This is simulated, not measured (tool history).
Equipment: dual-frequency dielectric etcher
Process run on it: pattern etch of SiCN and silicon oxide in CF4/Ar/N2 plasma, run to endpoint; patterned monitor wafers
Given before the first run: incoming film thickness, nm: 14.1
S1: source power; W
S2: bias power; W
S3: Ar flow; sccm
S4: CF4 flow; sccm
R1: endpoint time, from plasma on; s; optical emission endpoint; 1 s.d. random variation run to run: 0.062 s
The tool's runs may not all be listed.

Run 1, hour 0: S1 540 W, S2 89 W, S3 83 sccm, S4 77 sccm. Result: R1 11.396 s.
Run 2, hour 6.6: S1 510 W, S2 85 W, S3 86 sccm, S4 74 sccm. Result: R1 12.494 s.
Run 3, hour 12.5: S1 510 W, S2 85 W, S3 96 sccm, S4 74 sccm. Result: R1 12.705 s.
Run 4, hour 19.8: S1 510 W, S2 85 W, S3 103 sccm, S4 74 sccm. Result: R1 12.788 s.
Run 5, hour 27.5: S1 510 W, S2 85 W, S3 103 sccm, S4 68 sccm. Result: R1 13.053 s.
Run 6, hour 34.1: S1 430 W, S2 85 W, S3 103 sccm, S4 68 sccm. Result: R1 15.904 s.
Run 7, hour 35.4: S1 420 W, S2 85 W, S3 103 sccm, S4 68 sccm. Result: R1 16.362 s.

Run 8, settings as shown, results not yet in. Your forecast:
Run 8, hour 40.5: S1 410 W, S2 85 W, S3 103 sccm, S4 68 sccm. Result: R1 ?.

{"run 8": {"R1": 16.958}}

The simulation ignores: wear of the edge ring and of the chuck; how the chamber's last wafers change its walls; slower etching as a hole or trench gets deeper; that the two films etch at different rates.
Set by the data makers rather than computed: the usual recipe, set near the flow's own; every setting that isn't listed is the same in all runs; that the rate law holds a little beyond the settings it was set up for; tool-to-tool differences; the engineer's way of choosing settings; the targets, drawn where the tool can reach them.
